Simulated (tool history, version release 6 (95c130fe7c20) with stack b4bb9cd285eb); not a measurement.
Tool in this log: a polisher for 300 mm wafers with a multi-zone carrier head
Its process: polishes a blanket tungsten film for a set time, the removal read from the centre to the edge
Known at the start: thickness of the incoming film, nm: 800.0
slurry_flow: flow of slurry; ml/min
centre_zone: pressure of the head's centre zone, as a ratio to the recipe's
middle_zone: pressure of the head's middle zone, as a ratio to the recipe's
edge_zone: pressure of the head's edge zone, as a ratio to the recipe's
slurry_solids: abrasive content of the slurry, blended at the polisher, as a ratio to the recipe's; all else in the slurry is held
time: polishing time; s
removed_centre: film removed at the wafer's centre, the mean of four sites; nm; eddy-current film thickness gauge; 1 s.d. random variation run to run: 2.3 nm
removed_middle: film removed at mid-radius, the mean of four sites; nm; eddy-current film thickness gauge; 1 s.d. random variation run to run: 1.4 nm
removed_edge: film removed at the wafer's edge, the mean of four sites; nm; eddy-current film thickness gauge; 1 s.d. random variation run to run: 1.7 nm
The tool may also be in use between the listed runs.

| run | day | slurry_flow | centre_zone | middle_zone | edge_zone | slurry_solids | time | removed_centre | removed_middle | removed_edge |
|---|---|---|---|---|---|---|---|---|---|---|
| 1 | 0.000 | 145 | 1.00 | 1.00 | 1.00 | 1.00 | 53 | 287.59 | 278.25 | 289.05 |
| 2 | 0.192 | 140 | 0.97 | 1.01 | 0.96 | 0.85 | 49 | 246.48 | 253.72 | 252.72 |
| 3 | 0.400 | 160 | 0.97 | 1.01 | 0.96 | 0.85 | 49 | 260.21 | 253.92 | 256.65 |
| 4 | 0.762 | 145 | 0.95 | 1.01 | 0.93 | 0.75 | 46 | 226.32 | 228.51 | 227.29 |
| 5 | 1.079 | 145 | 0.95 | 1.01 | 0.93 | 0.75 | 59 | 289.82 | 297.75 | 290.67 |
| 6 | 1.279 | 135 | 0.93 | 1.01 | 0.90 | 0.70 | 54 | 247.69 | 267.22 | 256.49 |
| 7 | 1.529 | 130 | 0.92 | 1.01 | 0.88 | 0.65 | 50 | 223.72 | 241.76 | 230.68 |
| 8 | 1.696 | 125 | 0.91 | 1.01 | 0.86 | 0.60 | 47 | 208.00 | 225.84 | 212.79 |
| 9 | 1.900 | 120 | 0.90 | 1.01 | 0.85 | 0.55 | 45 | 186.72 | 208.30 | 198.58 |

Estimate the outcome of run 10 from the log above:
| 10 | 1.983 | 115 | 0.90 | 1.02 | 0.84 | 0.55 | 44 | ? | ? | ? |

Logged for run 10: removed_centre 181.93 nm, removed_middle 203.46 nm, removed_edge 190.18 nm.
